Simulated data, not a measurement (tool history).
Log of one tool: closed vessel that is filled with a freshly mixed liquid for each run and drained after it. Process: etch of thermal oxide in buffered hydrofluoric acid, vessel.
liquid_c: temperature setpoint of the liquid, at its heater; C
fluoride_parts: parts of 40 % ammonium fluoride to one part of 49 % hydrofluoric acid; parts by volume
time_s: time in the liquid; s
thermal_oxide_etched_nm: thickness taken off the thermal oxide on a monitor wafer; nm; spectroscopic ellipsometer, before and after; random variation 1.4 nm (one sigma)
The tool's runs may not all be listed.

| run | hour | liquid_c | fluoride_parts | time_s | thermal_oxide_etched_nm |
|---|---|---|---|---|---|
| 1 | 0 | 24 | 17.5 | 140 | 92.349 |
| 2 | 4.8 | 24 | 17.5 | 140 | 91.651 |
| 3 | 11 | 24 | 17.5 | 140 | 91.732 |
| 4 | 15.3 | 26 | 17 | 140 | 105.48 |
| 5 | 17.9 | 26 | 13 | 140 | 136.78 |
| 6 | 25.6 | 26 | 13 | 140 | 138.9 |
| 7 | 32.8 | 26.5 | 13 | 140 | 141.35 |

What does the tool deliver on the next run?
| 8 | 40.4 | 27 | 13 | 140 | ? |

{"run 8": {"thermal_oxide_etched_nm": 143.24}}

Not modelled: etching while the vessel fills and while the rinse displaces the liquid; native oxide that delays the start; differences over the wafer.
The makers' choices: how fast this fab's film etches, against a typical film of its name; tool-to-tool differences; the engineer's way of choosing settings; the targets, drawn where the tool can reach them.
